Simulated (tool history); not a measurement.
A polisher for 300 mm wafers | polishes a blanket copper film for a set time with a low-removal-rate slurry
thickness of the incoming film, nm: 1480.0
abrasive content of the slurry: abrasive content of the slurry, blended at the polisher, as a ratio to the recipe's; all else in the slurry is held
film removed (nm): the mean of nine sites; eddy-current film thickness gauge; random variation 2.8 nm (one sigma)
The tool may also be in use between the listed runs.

run,hour,flow of slurry (ml/min),pressure of the wafer on the pad (kPa),speed of the pad under the wafer (m/s),abrasive content of the slurry,polishing time (s),film removed (nm)
1,0,155,19.3,1.06,1,116,311.94
2,2.9,155,17.9,1.06,1,116,300.78
3,7.1,155,17.9,0.96,1,116,269.6
4,15.8,130,17.9,0.96,1,116,261.08
5,24.5,130,17.9,0.96,1.15,116,269.04
6,29.3,130,17.2,0.96,1.15,116,259.19

The next listed run, before its measurement:
7,30.6,130,17.2,0.96,1.15,116,?

{"run 7": {"film removed (nm)": 256.89}}

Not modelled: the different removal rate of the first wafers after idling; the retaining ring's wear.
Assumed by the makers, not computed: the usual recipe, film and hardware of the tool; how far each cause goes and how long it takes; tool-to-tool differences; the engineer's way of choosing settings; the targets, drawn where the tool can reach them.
